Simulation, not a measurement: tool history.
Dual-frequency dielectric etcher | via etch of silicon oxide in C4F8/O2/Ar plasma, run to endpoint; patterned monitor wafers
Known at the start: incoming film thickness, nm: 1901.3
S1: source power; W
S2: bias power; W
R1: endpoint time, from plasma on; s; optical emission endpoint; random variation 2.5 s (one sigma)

run	hour	S1	S2	R1
1	0	1840	2158	460.76
2	5	1690	2158	479.38
3	12.8	1840	2198	461.29
4	16.8	1840	2566	433.98
5	19.5	1900	2581	434.67
6	21.6	1610	2581	450.04

Run 7 comes next. What will it give?
7	28.5	1730	2631	?

Run 7 gave R1 438.05 s.
